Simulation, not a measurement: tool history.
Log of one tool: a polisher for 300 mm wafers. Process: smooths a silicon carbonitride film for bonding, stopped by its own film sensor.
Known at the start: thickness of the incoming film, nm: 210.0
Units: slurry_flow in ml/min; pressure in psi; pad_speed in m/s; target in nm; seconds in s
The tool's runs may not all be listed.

run	hour	slurry_flow	pressure	pad_speed	slurry_solids	target	seconds
1	0	165	2.7	0.82	1	161	175.83
2	4.2	175	2.8	0.82	1	161	170.03
3	13.2	190	2.8	0.82	1	161	166.58
4	17.2	190	2.8	0.82	1	159	172.39
5	20.3	190	2.8	0.82	1	159	173.01
6	21	200	2.9	0.82	1	159	168.22
7	25.2	205	3	0.82	1	159	161.94
8	30.1	210	3	0.82	1	159	163.3

Run 9 comes next. What will it give?
9	38.7	210	3.1	0.82	1	159	?

seconds: 158.2 s
